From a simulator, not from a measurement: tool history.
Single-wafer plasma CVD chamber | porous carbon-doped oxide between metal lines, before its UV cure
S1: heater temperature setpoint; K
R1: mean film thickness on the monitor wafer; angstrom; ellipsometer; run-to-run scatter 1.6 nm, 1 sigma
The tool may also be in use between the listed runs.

Run 1, hour 0.0: S1 548.15 K, RF power (W) 395, deposition time (s) 51.7. Result: R1 2861.2 angstrom.
Run 2, hour 7.3: S1 545.15 K, RF power (W) 395, deposition time (s) 51.7. Result: R1 2903.3 angstrom.
Run 3, hour 14.9: S1 542.15 K, RF power (W) 395, deposition time (s) 51.7. Result: R1 2963.6 angstrom.
Run 4, hour 22.8: S1 540.15 K, RF power (W) 395, deposition time (s) 51.7. Result: R1 3023.2 angstrom.
Run 5, hour 29.9: S1 547.15 K, RF power (W) 395, deposition time (s) 51.7. Result: R1 2892.0 angstrom.
Run 6, hour 33.8: S1 558.15 K, RF power (W) 395, deposition time (s) 51.7. Result: R1 2676.0 angstrom.
Run 7, hour 37.4: S1 554.15 K, RF power (W) 395, deposition time (s) 51.7. Result: R1 2748.0 angstrom.
Run 8, hour 40.3: S1 550.15 K, RF power (W) 395, deposition time (s) 51.7. Result: R1 2816.3 angstrom.
Run 9, hour 42.7: S1 547.15 K, RF power (W) 395, deposition time (s) 51.7. Result: R1 2889.6 angstrom.

Run 10 has not been measured yet. What should we expect?
Run 10, hour 50.2: S1 535.15 K, RF power (W) 400, deposition time (s) 51.7. Result: R1 ?.

R1: 3161.3 angstrom
